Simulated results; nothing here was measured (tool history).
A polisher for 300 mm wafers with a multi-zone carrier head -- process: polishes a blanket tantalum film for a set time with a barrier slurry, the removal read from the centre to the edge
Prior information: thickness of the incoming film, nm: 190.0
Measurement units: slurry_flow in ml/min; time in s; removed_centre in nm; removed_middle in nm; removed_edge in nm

run,hour,slurry_flow,centre_zone,middle_zone,edge_zone,slurry_solids,time,removed_centre,removed_middle,removed_edge
1,0.0,225,1.00,1.00,1.00,1.00,73,61.827,61.377,61.264
2,2.8,225,1.00,1.00,1.00,1.15,73,64.072,62.638,62.961
3,5.0,235,0.99,1.04,1.03,1.25,78,69.217,71.657,70.356
4,11.3,235,0.99,1.04,1.03,1.45,78,70.882,74.483,72.012
5,19.0,235,0.99,1.04,1.09,1.45,78,70.806,74.422,73.425
6,26.1,215,0.99,1.04,1.09,1.45,78,69.380,73.247,73.931
7,34.1,220,0.99,1.07,1.10,1.45,82,74.386,79.844,77.061
8,40.1,225,0.98,1.09,1.11,1.45,85,77.717,83.879,79.294
9,41.6,220,0.96,1.10,1.12,1.45,89,78.937,87.338,85.285
10,45.9,220,0.96,1.10,1.12,1.45,89,77.812,87.689,85.492

The next listed run, before its measurement:
11,48.9,230,0.96,1.12,1.13,1.45,91,?,?,?

removed_centre: 79.604 nm
removed_middle: 92.119 nm
removed_edge: 88.090 nm

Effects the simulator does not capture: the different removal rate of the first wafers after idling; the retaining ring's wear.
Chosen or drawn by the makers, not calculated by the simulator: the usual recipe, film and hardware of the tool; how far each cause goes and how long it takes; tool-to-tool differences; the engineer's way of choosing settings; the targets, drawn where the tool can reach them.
